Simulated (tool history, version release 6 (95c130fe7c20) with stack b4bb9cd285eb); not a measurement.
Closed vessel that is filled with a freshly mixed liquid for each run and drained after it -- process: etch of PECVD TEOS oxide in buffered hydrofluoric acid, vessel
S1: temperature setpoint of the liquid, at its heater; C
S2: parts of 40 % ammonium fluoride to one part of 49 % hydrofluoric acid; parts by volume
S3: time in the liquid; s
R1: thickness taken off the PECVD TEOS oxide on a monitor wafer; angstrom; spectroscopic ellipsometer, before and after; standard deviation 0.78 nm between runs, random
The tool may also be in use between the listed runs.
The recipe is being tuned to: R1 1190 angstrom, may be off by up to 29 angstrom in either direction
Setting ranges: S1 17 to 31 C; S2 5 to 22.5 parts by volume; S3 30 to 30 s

| run | hour | S1 | S2 | S3 | R1 |
|---|---|---|---|---|---|
| 1 | 0 | 23 | 13.5 | 30 | 445.68 |
| 2 | 4.9 | 25.5 | 11 | 30 | 628.39 |
| 3 | 6.8 | 25.5 | 11 | 30 | 617.57 |
| 4 | 9.5 | 25.5 | 12.5 | 30 | 549.89 |
| 5 | 15.9 | 27 | 10.5 | 30 | 708.17 |
| 6 | 23.9 | 25.5 | 10.5 | 30 | 648.46 |
| 7 | 32.9 | 27 | 9.5 | 30 | 764.23 |
| 8 | 39.8 | 28 | 8.5 | 30 | 891.39 |
| 9 | 43.3 | 29 | 8 | 30 | 991.46 |
| 10 | 46.7 | 31 | 7 | 30 | 1273.2 |
| 11 | 54.6 | 30.5 | 7 | 30 | 1236.4 |

5 candidate next runs follow, results not yet known. Just one meets every target within its allowed miss. Identify it.
| A | 62.5 | 29 | 6 | 30 | ? |
| B | 62.5 | 31 | 7 | 30 | ? |
| C | 62.5 | 29.5 | 6.5 | 30 | ? |
| D | 62.5 | 28 | 6 | 30 | ? |
| E | 62.5 | 27 | 6 | 30 | ? |

| move | R1 |
|---|---|
| A | 1325.9 |
| B | 1288.4 |
| C | 1270.3 |
| D | 1257.7 |
| E | 1192.5 |
A: the biggest miss grows against the last run
B: the biggest miss grows against the last run
C: the biggest miss grows against the last run
D: the biggest miss grows against the last run
E: every result within its allowed miss
Answer: E
